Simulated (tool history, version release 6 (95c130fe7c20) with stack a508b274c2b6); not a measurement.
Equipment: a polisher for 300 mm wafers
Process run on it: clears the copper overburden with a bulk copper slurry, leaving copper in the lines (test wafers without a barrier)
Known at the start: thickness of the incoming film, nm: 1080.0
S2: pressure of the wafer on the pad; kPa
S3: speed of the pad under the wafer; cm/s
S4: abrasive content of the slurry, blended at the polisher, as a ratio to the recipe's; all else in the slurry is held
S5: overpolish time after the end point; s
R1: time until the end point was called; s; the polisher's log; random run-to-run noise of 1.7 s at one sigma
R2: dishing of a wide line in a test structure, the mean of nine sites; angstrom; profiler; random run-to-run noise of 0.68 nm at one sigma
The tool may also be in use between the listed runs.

Run 1, hour 0: flow of slurry (ml/min) 300, S2 15.2 kPa, S3 100 cm/s, S4 1, S5 27 s. Result: R1 134.68 s, R2 561.99 angstrom.
Run 2, hour 2.1: flow of slurry (ml/min) 300, S2 15.2 kPa, S3 100 cm/s, S4 0.9, S5 27 s. Result: R1 139.28 s, R2 562.24 angstrom.
Run 3, hour 7.9: flow of slurry (ml/min) 300, S2 14.5 kPa, S3 100 cm/s, S4 0.9, S5 26 s. Result: R1 144.18 s, R2 557.5 angstrom.
Run 4, hour 14.8: flow of slurry (ml/min) 300, S2 13.8 kPa, S3 100 cm/s, S4 0.9, S5 24 s. Result: R1 150.7 s, R2 548.68 angstrom.
Run 5, hour 21.2: flow of slurry (ml/min) 300, S2 11 kPa, S3 100 cm/s, S4 0.9, S5 24 s. Result: R1 184.98 s, R2 509.21 angstrom.
Run 6, hour 24.6: flow of slurry (ml/min) 300, S2 11 kPa, S3 100 cm/s, S4 0.9, S5 23 s. Result: R1 185.37 s, R2 491.57 angstrom.
Run 7, hour 32.3: flow of slurry (ml/min) 300, S2 10.3 kPa, S3 100 cm/s, S4 0.9, S5 25 s. Result: R1 194.34 s, R2 488.38 angstrom.
Run 8, hour 40.7: flow of slurry (ml/min) 300, S2 10.3 kPa, S3 100 cm/s, S4 0.9, S5 26 s. Result: R1 196.53 s, R2 494.24 angstrom.

Predict the results of run 9:
Run 9, hour 46.2: flow of slurry (ml/min) 300, S2 10.3 kPa, S3 100 cm/s, S4 0.9, S5 26 s. Result: R1 ?, R2 ?.

{"run 9": {"R1": 197.55, "R2": 491.19}}

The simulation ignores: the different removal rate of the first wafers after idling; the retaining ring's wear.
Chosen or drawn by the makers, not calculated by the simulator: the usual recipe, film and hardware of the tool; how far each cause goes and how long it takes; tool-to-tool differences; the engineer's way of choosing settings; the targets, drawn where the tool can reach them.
